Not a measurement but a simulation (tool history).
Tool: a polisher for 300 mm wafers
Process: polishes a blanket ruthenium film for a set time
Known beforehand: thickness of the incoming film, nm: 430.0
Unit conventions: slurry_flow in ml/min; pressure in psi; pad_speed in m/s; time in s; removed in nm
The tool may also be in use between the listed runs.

run	hour	slurry_flow	pressure	pad_speed	time	removed
1	0.0	200	1.6	0.94	24	22.152
2	5.5	190	1.4	0.94	24	19.203
3	7.4	230	1.4	0.94	24	20.107
4	10.1	210	1.3	0.94	24	18.469
5	14.1	210	1.6	0.94	24	22.458
6	22.1	170	1.6	0.94	24	21.635
7	26.2	160	1.4	0.94	24	19.019
8	28.2	155	1.3	0.94	24	17.569
9	33.5	150	1.2	0.94	24	16.217
10	36.2	145	1.2	0.94	24	15.992

Run 11 comes next. What will it give?
11	42.2	140	1.2	0.94	24	?

removed: 16.059 nm
